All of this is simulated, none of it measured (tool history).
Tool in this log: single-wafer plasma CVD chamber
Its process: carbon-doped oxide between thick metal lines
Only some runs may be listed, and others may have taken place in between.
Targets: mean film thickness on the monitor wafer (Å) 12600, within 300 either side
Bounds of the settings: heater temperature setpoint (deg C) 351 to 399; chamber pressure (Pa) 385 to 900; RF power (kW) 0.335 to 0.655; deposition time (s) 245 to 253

run,hour,heater temperature setpoint (deg C),chamber pressure (Pa),RF power (kW),deposition time (s),mean film thickness on the monitor wafer (Å)
1,0,375,643,0.495,245,11148
2,7.1,374,679,0.52,246,11712
3,8.5,374,679,0.52,253,12048
4,12.6,374,592,0.52,253,11582
5,17.6,374,491,0.52,253,11168
6,19.9,374,436,0.52,253,11098
7,25.8,373,495,0.54,253,11552
8,27.4,372,539,0.55,253,11870
9,36.3,372,569,0.56,253,12251

Which single option among these 4 for the next run brings every result within its allowed miss of target? Just one does.
A,45.2,376,487,0.61,253,?
B,45.2,375,716,0.59,253,?
C,45.2,380,591,0.53,253,?
D,45.2,368,567,0.55,245,?

move,mean film thickness on the monitor wafer (Å)
A,12481
B,13257
C,11724
D,11791
A: all results in spec
B: pushes the last run's worst result past its target
C: moves away from the targets compared with the last run
D: moves away from the targets compared with the last run
Move A is the one to make.
